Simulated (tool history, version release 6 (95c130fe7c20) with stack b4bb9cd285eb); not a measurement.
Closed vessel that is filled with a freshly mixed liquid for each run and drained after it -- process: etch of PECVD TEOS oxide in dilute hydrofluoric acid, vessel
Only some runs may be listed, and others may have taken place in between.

run    day  temperature setpoint of the liquid (K)  parts of water to one part of 49 % hydrofluoric acid (parts by volume)  time in the liquid (s)  thickness taken off the PECVD TEOS oxide on a monitor wafer (Å)
  1  0.000                                  294.15                                                                     175                     225                                                           252.82
  2  0.333                                  293.65                                                                     185                     225                                                           233.07
  3  0.625                                  293.65                                                                     185                     225                                                           231.65
  4  0.700                                  293.15                                                                     195                     225                                                           214.36
  5  0.929                                  293.15                                                                     225                     225                                                           180.98
  6  1.112                                  292.65                                                                     230                     225                                                           172.68

The next listed run, before its measurement:
  7  1.492                                  292.15                                                                     235                     225                                                                ?

thickness taken off the PECVD TEOS oxide on a monitor wafer (Å): 165.59
